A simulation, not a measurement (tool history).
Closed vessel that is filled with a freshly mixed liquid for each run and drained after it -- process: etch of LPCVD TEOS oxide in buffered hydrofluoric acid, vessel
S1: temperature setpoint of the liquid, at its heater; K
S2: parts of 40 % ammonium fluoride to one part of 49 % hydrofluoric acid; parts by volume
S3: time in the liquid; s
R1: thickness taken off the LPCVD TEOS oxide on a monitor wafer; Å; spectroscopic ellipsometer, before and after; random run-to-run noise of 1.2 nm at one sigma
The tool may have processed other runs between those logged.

run  hour      S1  S2   S3      R1
  1     0  293.15  15   95  1215.8
  2   9.3  293.15  15  100  1292.2
  3  11.2  293.65  15  100  1311.6
  4  14.8  292.15  15  100  1213.9
  5    19  292.65  15  100  1264.1
  6  27.6  293.15  15  100  1300.7
  7  34.3  293.65  15  100  1324.4

What does the tool deliver on the next run?
  8  36.1  294.15  15  100   ?

R1: 1362.8 Å
